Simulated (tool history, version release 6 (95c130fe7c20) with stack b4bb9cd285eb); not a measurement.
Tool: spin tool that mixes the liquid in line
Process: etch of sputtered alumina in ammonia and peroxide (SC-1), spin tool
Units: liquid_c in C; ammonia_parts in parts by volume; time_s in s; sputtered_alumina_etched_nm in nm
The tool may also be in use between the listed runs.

| run | hour | liquid_c | ammonia_parts | time_s | sputtered_alumina_etched_nm |
|---|---|---|---|---|---|
| 1 | 0.0 | 55.0 | 0.9 | 105 | 8.5944 |
| 2 | 1.8 | 55.0 | 0.9 | 105 | 8.5976 |
| 3 | 10.2 | 55.0 | 0.9 | 110 | 8.9640 |
| 4 | 14.7 | 57.5 | 0.9 | 110 | 10.2160 |
| 5 | 22.9 | 62.5 | 0.9 | 110 | 13.2110 |
| 6 | 30.4 | 59.0 | 0.9 | 110 | 11.0830 |
| 7 | 35.4 | 61.0 | 0.9 | 110 | 12.2610 |
| 8 | 37.4 | 62.0 | 0.9 | 110 | 12.9350 |

Forecast run 9:
| 9 | 45.0 | 62.0 | 0.9 | 110 | ? |

Run 9 gave sputtered_alumina_etched_nm 13.0300 nm.
